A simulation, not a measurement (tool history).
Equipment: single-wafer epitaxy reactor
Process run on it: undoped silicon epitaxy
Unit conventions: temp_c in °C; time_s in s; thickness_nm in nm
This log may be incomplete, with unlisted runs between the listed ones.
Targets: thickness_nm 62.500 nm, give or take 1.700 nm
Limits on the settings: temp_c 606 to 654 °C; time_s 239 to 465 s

run  hour  temp_c  time_s  thickness_nm
  1   0.0     630     352        37.360
  2   4.5     639     352        46.942
  3   6.7     639     389        52.277
  4  10.7     633     389        44.973
  5  16.3     627     389        38.197
  6  18.5     633     389        44.771
  7  27.2     635     389        47.091
  8  33.3     636     389        48.358
  9  37.9     648     392        65.150
 10  40.7     647     392        64.752

Which single option among these 5 for the next run brings every result within its allowed miss of target? Just one does.
  A  43.5     645     380             ?
  B  43.5     646     364             ?
  C  43.5     647     385             ?
  D  43.5     646     360             ?
  E  43.5     643     388             ?

move  thickness_nm
   A        59.152
   B        58.094
   C        62.995
   D        57.455
   E        57.445
A: takes the biggest miss from the last run beyond its target
B: takes the biggest miss from the last run beyond its target
C: every result within its allowed miss
D: takes the biggest miss from the last run beyond its target
E: takes the biggest miss from the last run beyond its target
C meets every target.
